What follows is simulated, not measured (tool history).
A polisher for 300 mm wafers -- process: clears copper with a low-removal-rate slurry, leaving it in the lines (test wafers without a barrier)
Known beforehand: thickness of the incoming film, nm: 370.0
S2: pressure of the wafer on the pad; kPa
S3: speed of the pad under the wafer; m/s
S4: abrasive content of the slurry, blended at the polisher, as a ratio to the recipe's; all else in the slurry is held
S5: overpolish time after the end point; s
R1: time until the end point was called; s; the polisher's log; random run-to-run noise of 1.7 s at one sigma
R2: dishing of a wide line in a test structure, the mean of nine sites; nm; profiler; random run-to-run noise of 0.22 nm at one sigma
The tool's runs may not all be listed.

Run 1, hour 0.0: flow of slurry (ml/min) 285, S2 24.1 kPa, S3 1.16 m/s, S4 1.00, S5 14 s. Result: R1 104.260 s, R2 28.403 nm.
Run 2, hour 1.8: flow of slurry (ml/min) 285, S2 21.4 kPa, S3 1.26 m/s, S4 1.00, S5 11 s. Result: R1 106.840 s, R2 22.187 nm.
Run 3, hour 7.3: flow of slurry (ml/min) 285, S2 21.4 kPa, S3 1.26 m/s, S4 0.85, S5 11 s. Result: R1 116.060 s, R2 21.854 nm.
Run 4, hour 11.4: flow of slurry (ml/min) 285, S2 21.4 kPa, S3 1.54 m/s, S4 0.85, S5 11 s. Result: R1 95.616 s, R2 25.336 nm.
Run 5, hour 15.3: flow of slurry (ml/min) 280, S2 18.6 kPa, S3 1.58 m/s, S4 1.05, S5 9 s. Result: R1 99.985 s, R2 20.916 nm.
Run 6, hour 21.4: flow of slurry (ml/min) 315, S2 16.5 kPa, S3 1.62 m/s, S4 1.20, S5 8 s. Result: R1 106.590 s, R2 17.772 nm.
Run 7, hour 26.9: flow of slurry (ml/min) 355, S2 15.9 kPa, S3 1.68 m/s, S4 1.30, S5 7 s. Result: R1 100.460 s, R2 16.843 nm.

Run 8 comes next. What will it give?
Run 8, hour 30.4: flow of slurry (ml/min) 435, S2 11.0 kPa, S3 1.80 m/s, S4 1.50, S5 4 s. Result: R1 ?, R2 ?.

Run 8 measured R1 127.210 s, R2 7.881 nm.
